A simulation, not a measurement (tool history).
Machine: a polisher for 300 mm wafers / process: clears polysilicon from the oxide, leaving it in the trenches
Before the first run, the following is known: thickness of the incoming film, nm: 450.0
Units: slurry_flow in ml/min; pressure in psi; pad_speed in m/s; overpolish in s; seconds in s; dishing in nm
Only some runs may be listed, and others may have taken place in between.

{"run": 1, "hour": 0.0, "slurry_flow": 190, "pressure": 1.8, "pad_speed": 0.76, "overpolish": 10, "seconds": 70.837, "dishing": 31.697}
{"run": 2, "hour": 1.8, "slurry_flow": 190, "pressure": 1.7, "pad_speed": 0.76, "overpolish": 10, "seconds": 75.867, "dishing": 30.893}
{"run": 3, "hour": 5.5, "slurry_flow": 190, "pressure": 1.6, "pad_speed": 0.76, "overpolish": 10, "seconds": 79.777, "dishing": 30.415}
{"run": 4, "hour": 12.6, "slurry_flow": 190, "pressure": 1.5, "pad_speed": 0.76, "overpolish": 10, "seconds": 84.99, "dishing": 28.973}
{"run": 5, "hour": 21.3, "slurry_flow": 230, "pressure": 1.5, "pad_speed": 0.76, "overpolish": 10, "seconds": 82.144, "dishing": 29.905}
{"run": 6, "hour": 25.7, "slurry_flow": 230, "pressure": 1.5, "pad_speed": 0.62, "overpolish": 10, "seconds": 101.93, "dishing": 26.878}
{"run": 7, "hour": 29.4, "slurry_flow": 230, "pressure": 1.4, "pad_speed": 0.62, "overpolish": 10, "seconds": 107.59, "dishing": 25.445}

Expected results for the next run?
{"run": 8, "hour": 31.2, "slurry_flow": 225, "pressure": 1.2, "pad_speed": 0.62, "overpolish": 12, "seconds": "?", "dishing": "?"}

seconds: 125.620 s
dishing: 25.946 nm
